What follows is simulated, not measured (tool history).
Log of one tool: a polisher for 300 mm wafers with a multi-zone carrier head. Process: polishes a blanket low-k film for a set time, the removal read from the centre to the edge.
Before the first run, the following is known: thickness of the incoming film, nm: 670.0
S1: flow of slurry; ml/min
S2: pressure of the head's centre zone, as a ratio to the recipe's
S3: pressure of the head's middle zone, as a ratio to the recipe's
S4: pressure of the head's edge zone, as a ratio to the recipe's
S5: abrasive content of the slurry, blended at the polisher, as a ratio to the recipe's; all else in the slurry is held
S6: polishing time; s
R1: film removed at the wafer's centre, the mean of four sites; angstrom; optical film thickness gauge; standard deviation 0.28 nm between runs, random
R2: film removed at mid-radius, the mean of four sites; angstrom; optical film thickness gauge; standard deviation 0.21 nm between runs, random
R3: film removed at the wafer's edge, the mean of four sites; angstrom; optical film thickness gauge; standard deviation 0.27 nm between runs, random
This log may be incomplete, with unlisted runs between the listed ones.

run,hour,S1,S2,S3,S4,S5,S6,R1,R2,R3
1,0,305,1,1,1,1,66,210.61,209.88,205.72
2,3.1,305,1,1,1.06,1,66,216.14,210.21,208.23
3,7.3,305,1,0.99,1.07,1.05,66,215.34,211.29,219.57
4,8.3,305,1,0.99,1,1.05,66,219.11,210.74,210.56
5,12,310,1.01,0.99,1.02,1.1,66,224.74,215.94,215.86
6,14.3,310,1.02,0.98,1.04,1.15,66,229.17,214.44,222.33
7,19.1,310,1.03,0.98,1.05,1.2,66,237.78,221.33,228.91
8,22.6,310,1.03,0.98,1.05,1.2,66,237.25,225.12,228.56
9,28,310,1.04,0.97,1.07,1.2,66,241.01,219.18,228.78
10,29,310,1.05,0.97,1.08,1.25,66,242.85,225.3,235.31

What will run 11 give?
11,36,315,1.06,0.96,1.09,1.25,66,?,?,?

Logged for run 11: R1 249.76 angstrom, R2 224.24 angstrom, R3 241.19 angstrom.
